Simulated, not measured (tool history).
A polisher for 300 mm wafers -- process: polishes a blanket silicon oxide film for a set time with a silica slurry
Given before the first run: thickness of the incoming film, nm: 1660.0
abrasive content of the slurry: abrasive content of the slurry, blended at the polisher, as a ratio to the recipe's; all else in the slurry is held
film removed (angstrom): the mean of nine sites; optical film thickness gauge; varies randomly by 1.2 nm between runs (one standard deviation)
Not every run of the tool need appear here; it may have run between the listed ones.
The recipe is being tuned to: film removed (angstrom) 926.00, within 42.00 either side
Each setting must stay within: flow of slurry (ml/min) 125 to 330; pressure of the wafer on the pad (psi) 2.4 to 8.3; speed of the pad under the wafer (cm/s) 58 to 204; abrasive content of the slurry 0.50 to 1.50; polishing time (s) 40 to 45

run    day  flow of slurry (ml/min)  pressure of the wafer on the pad (psi)  speed of the pad under the wafer (cm/s)  abrasive content of the slurry  polishing time (s)  film removed (angstrom)
  1  0.000                      210                                     5.3                                      130                            1.00                  45                  1867.00
  2  0.046                      210                                     5.3                                      118                            1.00                  45                  1679.80
  3  0.388                      210                                     5.3                                      118                            1.00                  45                  1729.50
  4  0.475                      210                                     5.3                                      118                            0.85                  45                  1618.80
  5  0.579                      210                                     4.5                                      116                            0.85                  45                  1330.90
  6  0.912                      210                                     4.1                                      116                            0.85                  45                  1240.80
  7  1.258                      210                                     3.7                                      116                            0.85                  45                  1109.00
  8  1.475                      210                                     3.5                                      116                            0.85                  45                  1077.00
  9  1.792                      210                                     3.3                                      116                            0.85                  45                  1022.50
 10  1.925                      210                                     3.2                                      116                            0.85                  45                  1003.00

5 candidate next runs follow, results not yet known. Just one meets every target within its allowed miss. Identify it.
  A  2.058                      190                                     2.8                                      116                            1.15                  40                        ?
  B  2.058                      180                                     3.2                                      108                            0.70                  42                        ?
  C  2.058                      170                                     3.9                                      150                            0.50                  40                        ?
  D  2.058                      180                                     3.7                                      104                            0.90                  40                        ?
  E  2.058                      185                                     2.8                                      132                            0.85                  40                        ?

move  film removed (angstrom)
   A                   850.56
   B                   818.53
   C                  1103.40
   D                   937.56
   E                   857.84
A: pushes the last run's worst result past its target
B: pushes the last run's worst result past its target
C: misses by more than the last run did
D: each result inside its tolerance
E: pushes the last run's worst result past its target
Go with D: it meets all targets.
